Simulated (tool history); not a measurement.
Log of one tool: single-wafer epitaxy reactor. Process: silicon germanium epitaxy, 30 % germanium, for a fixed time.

run	hour	wafer temperature setpoint (pyrometer-controlled) (K)	chamber pressure (Pa)	mean film thickness on the monitor wafer (Å)
1	0.0	868.15	2906	556.18
2	1.1	868.15	3186	579.18
3	7.8	857.15	3186	481.72
4	14.7	857.15	3560	505.48
5	16.5	857.15	3173	481.69
6	22.6	857.15	3426	498.59
7	26.6	857.15	3426	499.49

Run 8 comes next. What will it give?
8	33.8	865.15	3440	?

Run 8 gave mean film thickness on the monitor wafer (Å) 571.04.
